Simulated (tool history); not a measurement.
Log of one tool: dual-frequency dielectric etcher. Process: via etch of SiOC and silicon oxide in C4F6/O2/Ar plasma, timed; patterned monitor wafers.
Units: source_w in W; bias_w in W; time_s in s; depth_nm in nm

Run 1, hour 0: source_w 310 W, bias_w 204 W, time_s 40 s. Result: depth_nm 43.827 nm.
Run 2, hour 8.8: source_w 270 W, bias_w 204 W, time_s 40 s. Result: depth_nm 41.286 nm.
Run 3, hour 13.1: source_w 290 W, bias_w 206 W, time_s 40 s. Result: depth_nm 42.858 nm.
Run 4, hour 16.2: source_w 300 W, bias_w 207 W, time_s 40 s. Result: depth_nm 43.105 nm.
Run 5, hour 23.2: source_w 300 W, bias_w 207 W, time_s 40 s. Result: depth_nm 43.192 nm.
Run 6, hour 24.4: source_w 250 W, bias_w 207 W, time_s 40 s. Result: depth_nm 39.856 nm.

Run 7 comes next. What will it give?
Run 7, hour 31.1: source_w 270 W, bias_w 209 W, time_s 40 s. Result: depth_nm ?.

Run 7 gave depth_nm 41.336 nm.

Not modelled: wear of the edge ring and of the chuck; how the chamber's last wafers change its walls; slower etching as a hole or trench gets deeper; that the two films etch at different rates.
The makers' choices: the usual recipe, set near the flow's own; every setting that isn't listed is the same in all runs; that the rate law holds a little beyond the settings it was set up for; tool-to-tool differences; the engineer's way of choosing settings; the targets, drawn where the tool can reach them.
